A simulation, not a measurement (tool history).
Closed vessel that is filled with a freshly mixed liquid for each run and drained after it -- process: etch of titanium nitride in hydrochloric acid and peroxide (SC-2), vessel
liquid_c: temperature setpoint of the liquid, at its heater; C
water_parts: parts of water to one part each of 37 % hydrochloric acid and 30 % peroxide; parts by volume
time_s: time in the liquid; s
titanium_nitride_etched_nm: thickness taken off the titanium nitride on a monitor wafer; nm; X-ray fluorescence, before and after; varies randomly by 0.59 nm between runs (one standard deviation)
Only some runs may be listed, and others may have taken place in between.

| run | day | liquid_c | water_parts | time_s | titanium_nitride_etched_nm |
|---|---|---|---|---|---|
| 1 | 0 | 49 | 12 | 2645 | 43.951 |
| 2 | 0.229 | 49 | 10.5 | 2645 | 49.239 |
| 3 | 0.488 | 49.5 | 10.5 | 2645 | 50.797 |
| 4 | 0.712 | 50 | 10.5 | 2645 | 52.268 |
| 5 | 0.796 | 50 | 10.5 | 2645 | 52.345 |
| 6 | 0.983 | 50.5 | 10.5 | 2645 | 54.387 |

Expected results for the next run?
| 7 | 1.308 | 51 | 10.5 | 2645 | ? |

titanium_nitride_etched_nm: 55.451 nm
